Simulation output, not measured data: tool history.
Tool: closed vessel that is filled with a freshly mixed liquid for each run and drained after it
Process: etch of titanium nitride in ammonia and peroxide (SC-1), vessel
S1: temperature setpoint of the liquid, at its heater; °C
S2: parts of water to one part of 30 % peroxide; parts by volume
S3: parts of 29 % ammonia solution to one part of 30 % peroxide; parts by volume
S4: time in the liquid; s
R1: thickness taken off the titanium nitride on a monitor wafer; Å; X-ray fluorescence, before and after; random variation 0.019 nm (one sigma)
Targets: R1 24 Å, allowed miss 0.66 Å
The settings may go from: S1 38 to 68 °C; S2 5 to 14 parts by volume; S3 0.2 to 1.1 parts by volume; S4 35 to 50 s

Run 1, hour 0: S1 52 °C, S2 7.5 parts by volume, S3 0.6 parts by volume, S4 50 s. Result: R1 38.421 Å.
Run 2, hour 0.9: S1 52 °C, S2 7.5 parts by volume, S3 0.75 parts by volume, S4 50 s. Result: R1 39.788 Å.
Run 3, hour 4.7: S1 52 °C, S2 7.5 parts by volume, S3 0.55 parts by volume, S4 50 s. Result: R1 38.132 Å.
Run 4, hour 11.1: S1 51 °C, S2 7.5 parts by volume, S3 0.55 parts by volume, S4 50 s. Result: R1 35.265 Å.
Run 5, hour 18.6: S1 50 °C, S2 7.5 parts by volume, S3 0.55 parts by volume, S4 50 s. Result: R1 33.246 Å.
Run 6, hour 20.5: S1 49.5 °C, S2 7.5 parts by volume, S3 0.55 parts by volume, S4 50 s. Result: R1 32.031 Å.
Run 7, hour 21.5: S1 49 °C, S2 7.5 parts by volume, S3 0.55 parts by volume, S4 50 s. Result: R1 31.209 Å.
Run 8, hour 28.3: S1 48.5 °C, S2 7.5 parts by volume, S3 0.55 parts by volume, S4 50 s. Result: R1 29.535 Å.
Run 9, hour 32.6: S1 48 °C, S2 7.5 parts by volume, S3 0.55 parts by volume, S4 50 s. Result: R1 28.856 Å.
Run 10, hour 40.9: S1 47.5 °C, S2 7.5 parts by volume, S3 0.55 parts by volume, S4 50 s. Result: R1 27.713 Å.
At hour 44.3: new drum of ammonia solution connected.
Run 11, hour 44.3: S1 47 °C, S2 7.5 parts by volume, S3 0.55 parts by volume, S4 50 s. Result: R1 27.024 Å.
Run 12, hour 49.5: S1 46 °C, S2 7.5 parts by volume, S3 0.55 parts by volume, S4 50 s. Result: R1 25.373 Å.

Which of these 4 next moves meets every target?
Run A, hour 54.7: S1 43 °C, S2 5.5 parts by volume, S3 0.35 parts by volume, S4 50 s. Result: R1 ?.
Run B, hour 54.7: S1 45.5 °C, S2 7 parts by volume, S3 0.55 parts by volume, S4 50 s. Result: R1 ?.
Run C, hour 54.7: S1 45 °C, S2 9.5 parts by volume, S3 0.7 parts by volume, S4 50 s. Result: R1 ?.
Run D, hour 54.7: S1 46 °C, S2 8 parts by volume, S3 0.45 parts by volume, S4 50 s. Result: R1 ?.

move      R1
   A   21.86
   B  25.093
   C  21.605
   D  23.528
A: takes the result that was furthest off past its target
B: nearer than the last run, and not there yet
C: takes the result that was furthest off past its target
D: meets every target
Move D is the one to make.
